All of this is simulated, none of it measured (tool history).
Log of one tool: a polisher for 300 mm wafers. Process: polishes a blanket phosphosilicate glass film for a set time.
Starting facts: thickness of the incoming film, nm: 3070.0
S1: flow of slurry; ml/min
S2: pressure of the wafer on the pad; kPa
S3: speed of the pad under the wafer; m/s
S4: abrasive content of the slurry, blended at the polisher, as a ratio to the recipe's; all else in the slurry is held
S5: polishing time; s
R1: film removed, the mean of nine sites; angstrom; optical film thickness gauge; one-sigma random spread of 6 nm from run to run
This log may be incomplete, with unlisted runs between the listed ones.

| run | day | S1 | S2 | S3 | S4 | S5 | R1 |
|---|---|---|---|---|---|---|---|
| 1 | 0.000 | 290 | 17.2 | 1.22 | 1.0 | 84 | 5814.4 |
| 2 | 0.308 | 290 | 17.2 | 0.96 | 1.0 | 84 | 5090.0 |
| 3 | 0.429 | 325 | 17.2 | 0.96 | 1.0 | 84 | 5036.0 |
| 4 | 0.712 | 325 | 17.9 | 0.96 | 1.0 | 84 | 5258.4 |
| 5 | 1.000 | 325 | 15.9 | 0.96 | 1.0 | 84 | 4775.3 |
| 6 | 1.267 | 255 | 15.9 | 0.96 | 1.0 | 84 | 4645.2 |
| 7 | 1.629 | 255 | 17.2 | 0.96 | 1.0 | 84 | 4983.4 |

The next listed run, before its measurement:
| 8 | 1.817 | 260 | 22.1 | 0.98 | 1.0 | 84 | ? |

{"run 8": {"R1": 6135.6}}
